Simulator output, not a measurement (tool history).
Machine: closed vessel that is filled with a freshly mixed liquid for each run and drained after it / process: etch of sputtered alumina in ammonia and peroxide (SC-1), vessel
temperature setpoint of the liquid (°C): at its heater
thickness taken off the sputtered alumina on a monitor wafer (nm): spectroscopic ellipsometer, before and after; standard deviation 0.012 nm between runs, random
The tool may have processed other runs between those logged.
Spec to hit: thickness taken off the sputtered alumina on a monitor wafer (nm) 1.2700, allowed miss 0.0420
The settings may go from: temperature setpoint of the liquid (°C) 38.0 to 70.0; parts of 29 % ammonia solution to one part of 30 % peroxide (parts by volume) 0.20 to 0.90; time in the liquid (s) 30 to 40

| run | hour | temperature setpoint of the liquid (°C) | parts of 29 % ammonia solution to one part of 30 % peroxide (parts by volume) | time in the liquid (s) | thickness taken off the sputtered alumina on a monitor wafer (nm) |
|---|---|---|---|---|---|
| 1 | 0.0 | 54.0 | 0.50 | 40 | 2.3568 |
| 2 | 2.5 | 54.0 | 0.60 | 40 | 2.3502 |
| 3 | 6.3 | 48.5 | 0.60 | 40 | 1.7888 |
| 4 | 7.1 | 45.0 | 0.60 | 40 | 1.4776 |
| 5 | 13.9 | 44.5 | 0.60 | 40 | 1.4127 |
| 6 | 19.5 | 44.5 | 0.70 | 40 | 1.4292 |
| 7 | 22.6 | 44.0 | 0.70 | 40 | 1.3786 |
| 8 | 29.1 | 43.0 | 0.70 | 40 | 1.3196 |

Exactly one of the 5 candidate moves below puts every result within its allowed miss. Which one?
| A | 35.6 | 45.5 | 0.55 | 40 | ? |
| B | 35.6 | 40.5 | 0.85 | 40 | ? |
| C | 35.6 | 44.0 | 0.70 | 40 | ? |
| D | 35.6 | 43.0 | 0.45 | 40 | ? |
| E | 35.6 | 43.5 | 0.75 | 40 | ? |

| move | thickness taken off the sputtered alumina on a monitor wafer (nm) |
|---|---|
| A | 1.4875 |
| B | 1.1616 |
| C | 1.3972 |
| D | 1.2647 |
| E | 1.3666 |
A: further off than the last run
B: pushes the last run's worst result past its target
C: further off than the last run
D: meets every target
E: further off than the last run
So the answer is move D, the one that meets all the targets.
